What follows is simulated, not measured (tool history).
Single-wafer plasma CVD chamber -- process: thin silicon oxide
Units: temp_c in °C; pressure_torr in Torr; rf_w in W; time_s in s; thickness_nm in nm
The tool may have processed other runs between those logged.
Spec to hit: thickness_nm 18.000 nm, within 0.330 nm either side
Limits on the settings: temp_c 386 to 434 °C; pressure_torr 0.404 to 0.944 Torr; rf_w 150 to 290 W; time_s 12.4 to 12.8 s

| run | hour | temp_c | pressure_torr | rf_w | time_s | thickness_nm |
|---|---|---|---|---|---|---|
| 1 | 0.0 | 410 | 0.674 | 220 | 12.4 | 16.469 |
| 2 | 1.2 | 410 | 0.680 | 220 | 12.4 | 16.597 |
| 3 | 4.1 | 410 | 0.686 | 220 | 12.4 | 16.534 |
| 4 | 4.8 | 401 | 0.686 | 220 | 12.4 | 16.748 |
| 5 | 11.2 | 401 | 0.691 | 220 | 12.4 | 16.731 |
| 6 | 18.5 | 401 | 0.691 | 195 | 12.4 | 15.669 |
| 7 | 20.2 | 401 | 0.701 | 195 | 12.4 | 15.703 |
| 8 | 22.6 | 401 | 0.711 | 195 | 12.4 | 15.880 |
| 9 | 26.9 | 401 | 0.806 | 195 | 12.4 | 17.408 |
| 10 | 34.4 | 401 | 0.810 | 195 | 12.4 | 17.364 |
| 11 | 35.3 | 401 | 0.814 | 195 | 12.4 | 17.478 |
| 12 | 37.2 | 401 | 0.817 | 195 | 12.4 | 17.495 |

Which one of the following 4 next-run settings gets every result inside its allowed miss? There is exactly one.
| A | 39.1 | 403 | 0.776 | 190 | 12.7 | ? |
| B | 39.1 | 396 | 0.805 | 185 | 12.5 | ? |
| C | 39.1 | 403 | 0.760 | 215 | 12.6 | ? |
| D | 39.1 | 407 | 0.790 | 190 | 12.4 | ? |

| move | thickness_nm |
|---|---|
| A | 16.998 |
| B | 16.949 |
| C | 18.054 |
| D | 16.765 |
A: its largest miss is bigger than the last run's
B: its largest miss is bigger than the last run's
C: all results land within tolerance of their targets
D: its largest miss is bigger than the last run's
C meets every target.
